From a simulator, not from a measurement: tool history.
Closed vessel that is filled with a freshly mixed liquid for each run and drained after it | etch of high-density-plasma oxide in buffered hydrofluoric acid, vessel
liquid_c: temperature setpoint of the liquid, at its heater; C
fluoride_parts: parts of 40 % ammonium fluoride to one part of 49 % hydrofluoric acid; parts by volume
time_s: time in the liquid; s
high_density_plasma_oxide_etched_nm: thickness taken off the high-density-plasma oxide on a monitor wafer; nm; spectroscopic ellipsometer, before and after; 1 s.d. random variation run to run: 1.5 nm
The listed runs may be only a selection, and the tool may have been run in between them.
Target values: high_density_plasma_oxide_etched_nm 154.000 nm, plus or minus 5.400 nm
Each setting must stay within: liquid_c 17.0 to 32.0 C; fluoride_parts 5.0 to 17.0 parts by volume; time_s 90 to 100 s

run	hour	liquid_c	fluoride_parts	time_s	high_density_plasma_oxide_etched_nm
1	0.0	24.0	10.5	90	96.708
2	1.9	25.5	10.5	90	106.360
3	7.1	25.5	10.5	90	107.100
4	14.8	26.0	10.5	90	110.540
5	23.2	26.0	9.0	90	123.080
6	30.1	26.0	11.0	90	105.370
7	32.2	26.5	11.0	90	104.920
8	40.8	27.0	11.0	90	108.640
9	45.9	27.5	11.0	90	111.640
# hour 53.2: hydrofluoric acid flow meter replaced
10	53.2	28.0	11.0	90	120.650
11	56.2	28.5	11.0	90	124.880
12	60.9	29.0	11.0	90	126.340
13	63.5	29.5	11.0	90	129.330
14	65.2	29.5	11.0	90	131.070

Which single option among these 4 for the next run brings every result within its allowed miss of target? Just one does.
A	66.9	30.0	10.0	100	?
B	66.9	30.0	9.5	100	?
C	66.9	29.0	9.5	95	?
D	66.9	27.0	7.5	100	?

move	high_density_plasma_oxide_etched_nm
A	162.950
B	168.290
C	151.680
D	180.950
A: takes the biggest miss from the last run beyond its target
B: takes the biggest miss from the last run beyond its target
C: all results land within tolerance of their targets
D: takes the biggest miss from the last run beyond its target
The right move is C.

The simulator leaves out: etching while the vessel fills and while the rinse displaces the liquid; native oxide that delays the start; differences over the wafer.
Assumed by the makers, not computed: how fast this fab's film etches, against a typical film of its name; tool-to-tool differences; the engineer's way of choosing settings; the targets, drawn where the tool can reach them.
